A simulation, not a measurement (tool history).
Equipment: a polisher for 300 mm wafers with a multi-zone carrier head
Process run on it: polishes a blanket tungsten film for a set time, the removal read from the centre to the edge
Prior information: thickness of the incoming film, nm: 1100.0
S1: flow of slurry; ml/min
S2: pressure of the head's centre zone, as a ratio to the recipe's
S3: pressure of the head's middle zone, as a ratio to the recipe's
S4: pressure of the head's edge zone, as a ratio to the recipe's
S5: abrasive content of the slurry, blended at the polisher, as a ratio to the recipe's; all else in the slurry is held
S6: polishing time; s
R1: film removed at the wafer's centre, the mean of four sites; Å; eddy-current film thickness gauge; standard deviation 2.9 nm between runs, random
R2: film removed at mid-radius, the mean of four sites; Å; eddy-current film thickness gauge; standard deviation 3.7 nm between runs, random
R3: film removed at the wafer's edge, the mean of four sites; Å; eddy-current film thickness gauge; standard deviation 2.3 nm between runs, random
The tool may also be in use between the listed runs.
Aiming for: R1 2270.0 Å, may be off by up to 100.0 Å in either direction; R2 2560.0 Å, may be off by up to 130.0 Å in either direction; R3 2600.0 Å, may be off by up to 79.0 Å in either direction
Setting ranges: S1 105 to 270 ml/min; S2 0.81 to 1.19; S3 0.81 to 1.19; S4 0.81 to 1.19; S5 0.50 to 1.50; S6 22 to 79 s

run,hour,S1,S2,S3,S4,S5,S6,R1,R2,R3
1,0.0,175,1.00,1.00,1.00,1.00,50,2189.3,2170.1,2291.1
2,4.3,185,0.99,1.02,1.03,1.05,50,2244.9,2251.2,2345.5
3,6.5,190,0.97,1.04,1.06,1.10,50,2269.2,2447.6,2406.7
4,14.6,190,0.91,1.04,1.06,1.10,50,2101.9,2364.1,2386.2
5,19.8,190,0.91,1.04,1.00,1.10,50,2072.2,2327.8,2337.1
6,21.8,190,0.91,1.04,1.00,0.95,50,2024.4,2330.4,2247.2
7,27.9,195,0.91,1.04,1.02,1.05,50,2030.2,2337.2,2329.2
8,30.9,225,0.97,1.09,1.09,1.25,51,2453.3,2652.2,2641.1
9,37.0,220,0.96,1.08,1.09,1.25,51,2376.9,2656.4,2645.9

Exercise: of the 4 proposed moves below, exactly one satisfies all targets within the stated allowed misses. Which move is it?
A,43.1,240,0.89,0.92,1.13,1.45,48,?,?,?
B,43.1,205,0.93,0.99,1.19,1.50,50,?,?,?
C,43.1,230,0.90,1.01,0.99,1.50,49,?,?,?
D,43.1,205,1.02,0.98,1.06,1.30,51,?,?,?

move,R1,R2,R3
A,2184.5,2364.6,2645.9
B,2346.1,2587.8,2795.2
C,2265.2,2622.2,2576.7
D,2519.3,2509.7,2610.2
A: puts the biggest miss on target and leaves a different result outside tolerance
B: puts the biggest miss on target and leaves a different result outside tolerance
C: every result lands within tolerance
D: the biggest miss grows against the last run
C meets every target.
